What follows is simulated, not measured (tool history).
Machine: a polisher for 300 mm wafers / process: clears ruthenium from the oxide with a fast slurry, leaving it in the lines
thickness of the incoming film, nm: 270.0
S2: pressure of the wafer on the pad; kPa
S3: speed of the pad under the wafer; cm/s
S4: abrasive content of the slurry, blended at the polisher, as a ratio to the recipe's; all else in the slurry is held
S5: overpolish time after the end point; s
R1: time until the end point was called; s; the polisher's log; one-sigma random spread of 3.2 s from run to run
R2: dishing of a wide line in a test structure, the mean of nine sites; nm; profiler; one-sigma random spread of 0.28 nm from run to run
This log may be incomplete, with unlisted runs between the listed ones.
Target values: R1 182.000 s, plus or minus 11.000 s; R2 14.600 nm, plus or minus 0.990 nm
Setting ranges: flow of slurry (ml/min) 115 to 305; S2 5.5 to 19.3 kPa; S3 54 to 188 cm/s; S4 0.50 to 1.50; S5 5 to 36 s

Run 1, day 0.000: flow of slurry (ml/min) 195, S2 12.4 kPa, S3 120 cm/s, S4 1.00, S5 18 s. Result: R1 91.655 s, R2 40.768 nm.
Run 2, day 0.208: flow of slurry (ml/min) 195, S2 12.4 kPa, S3 150 cm/s, S4 1.00, S5 18 s. Result: R1 76.756 s, R2 47.846 nm.
Run 3, day 0.567: flow of slurry (ml/min) 195, S2 11.0 kPa, S3 130 cm/s, S4 0.95, S5 15 s. Result: R1 98.268 s, R2 32.212 nm.
Run 4, day 0.838: flow of slurry (ml/min) 195, S2 11.0 kPa, S3 148 cm/s, S4 0.95, S5 15 s. Result: R1 89.288 s, R2 35.306 nm.
Run 5, day 0.929: flow of slurry (ml/min) 195, S2 11.0 kPa, S3 126 cm/s, S4 0.95, S5 15 s. Result: R1 104.390 s, R2 30.874 nm.
Run 6, day 1.167: flow of slurry (ml/min) 160, S2 11.0 kPa, S3 126 cm/s, S4 0.95, S5 15 s. Result: R1 102.810 s, R2 30.585 nm.
Run 7, day 1.388: flow of slurry (ml/min) 160, S2 9.7 kPa, S3 116 cm/s, S4 0.95, S5 14 s. Result: R1 129.150 s, R2 24.429 nm.
Run 8, day 1.533: flow of slurry (ml/min) 160, S2 9.7 kPa, S3 116 cm/s, S4 0.95, S5 14 s. Result: R1 129.150 s, R2 23.523 nm.
Run 9, day 1.896: flow of slurry (ml/min) 160, S2 9.7 kPa, S3 116 cm/s, S4 0.95, S5 14 s. Result: R1 129.500 s, R2 23.477 nm.
Run 10, day 2.154: flow of slurry (ml/min) 160, S2 9.0 kPa, S3 116 cm/s, S4 0.95, S5 13 s. Result: R1 140.620 s, R2 20.469 nm.
Run 11, day 2.221: flow of slurry (ml/min) 160, S2 6.2 kPa, S3 114 cm/s, S4 0.95, S5 11 s. Result: R1 196.870 s, R2 12.529 nm.

Of the 4 settings listed for the next run, only one would bring every result within its allowed miss of target. Which one?
Run A, day 2.288: flow of slurry (ml/min) 160, S2 5.5 kPa, S3 116 cm/s, S4 1.00, S5 13 s. Result: R1 ?, R2 ?.
Run B, day 2.288: flow of slurry (ml/min) 175, S2 5.5 kPa, S3 110 cm/s, S4 0.95, S5 15 s. Result: R1 ?, R2 ?.
Run C, day 2.288: flow of slurry (ml/min) 135, S2 7.6 kPa, S3 102 cm/s, S4 0.95, S5 12 s. Result: R1 ?, R2 ?.
Run D, day 2.288: flow of slurry (ml/min) 150, S2 5.5 kPa, S3 114 cm/s, S4 1.00, S5 11 s. Result: R1 ?, R2 ?.

move       R1      R2
   A  208.980  13.898
   B  222.370  15.026
   C  182.040  14.696
   D  213.420  11.583
A: corrects the largest miss of the last run, while another result sits out of spec
B: corrects the largest miss of the last run, while another result sits out of spec
C: all results in spec
D: moves away from the targets compared with the last run
Go with C: it meets all targets.
